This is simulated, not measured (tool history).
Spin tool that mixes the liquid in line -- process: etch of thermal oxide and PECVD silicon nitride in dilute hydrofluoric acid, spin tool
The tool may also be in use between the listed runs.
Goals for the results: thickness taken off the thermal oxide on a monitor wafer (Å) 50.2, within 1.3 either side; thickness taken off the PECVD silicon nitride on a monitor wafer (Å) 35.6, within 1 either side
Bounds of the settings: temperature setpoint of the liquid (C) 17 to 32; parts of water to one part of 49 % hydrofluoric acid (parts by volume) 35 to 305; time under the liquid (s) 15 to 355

run,day,temperature setpoint of the liquid (C),parts of water to one part of 49 % hydrofluoric acid (parts by volume),time under the liquid (s),thickness taken off the thermal oxide on a monitor wafer (Å),thickness taken off the PECVD silicon nitride on a monitor wafer (Å)
1,0,24,170,180,51.193,29.05
2,0.204,25.5,180,185,51.951,30.591
3,0.317,25.5,130,185,75.079,42.328
4,0.45,26.5,155,190,65.643,38.65
5,0.821,27.5,170,195,62.916,38.68
6,1.042,28.5,185,200,59.949,39.146
7,1.075,28.5,185,200,59.893,38.692
8,1.125,29,195,200,57.584,37.57
9,1.183,29,195,200,57.332,38.076

4 next moves are on the table. One of them brings every result within its allowed miss. Which?
A,1.242,32,240,195,?,?
B,1.242,29,210,205,?,?
C,1.242,31,215,200,?,?
D,1.242,31.5,205,170,?,?

move,thickness taken off the thermal oxide on a monitor wafer (Å),thickness taken off the PECVD silicon nitride on a monitor wafer (Å)
A,47.724,35.648
B,53.727,36.015
C,54.496,38.636
D,50.028,35.519
A: moves the result that the last run missed by most past its target, out the other side
B: an improvement on the last run, though not all results are within tolerance
C: an improvement on the last run, though not all results are within tolerance
D: all results in spec
The right move is D.
